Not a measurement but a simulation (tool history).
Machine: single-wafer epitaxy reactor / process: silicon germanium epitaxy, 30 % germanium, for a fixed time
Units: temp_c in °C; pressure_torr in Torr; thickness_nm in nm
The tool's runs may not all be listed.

run 1 hour=0 | temp_c=625 pressure_torr=15.2 | thickness_nm=85.32
run 2 hour=3.7 | temp_c=621 pressure_torr=15.2 | thickness_nm=78.286
run 3 hour=12.6 | temp_c=621 pressure_torr=17.4 | thickness_nm=82.016
run 4 hour=14.5 | temp_c=624 pressure_torr=17.5 | thickness_nm=87.529
run 5 hour=15.4 | temp_c=624 pressure_torr=19 | thickness_nm=90.251
run 6 hour=21.3 | temp_c=624 pressure_torr=17 | thickness_nm=86.883
run 7 hour=28.7 | temp_c=626 pressure_torr=17.1 | thickness_nm=90.401

Run 8 is up next; what results do you expect?
run 8 hour=31.5 | temp_c=628 pressure_torr=17.1 | thickness_nm=?

Run 8 yielded thickness_nm 93.346 nm.
